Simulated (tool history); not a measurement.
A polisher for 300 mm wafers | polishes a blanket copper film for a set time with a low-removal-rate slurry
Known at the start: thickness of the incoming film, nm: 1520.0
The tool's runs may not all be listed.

run	hour	flow of slurry (ml/min)	pressure of the wafer on the pad (psi)	speed of the pad under the wafer (m/s)	abrasive content of the slurry	polishing time (s)	film removed (angstrom)
1	0.0	135	3.3	1.24	1.0	43	1736.9
2	1.9	135	3.5	1.24	1.0	43	1804.6
3	6.4	135	3.7	1.24	1.0	43	1906.6
4	14.5	135	3.7	1.24	1.2	43	1993.8
5	19.9	150	3.7	1.24	1.2	43	2055.6
6	28.5	150	3.7	1.10	1.2	43	1820.1
7	32.6	150	3.7	1.10	1.2	43	1797.6

Run 8 comes next. What will it give?
8	33.4	150	3.9	1.10	1.2	43	?

film removed (angstrom): 1837.9
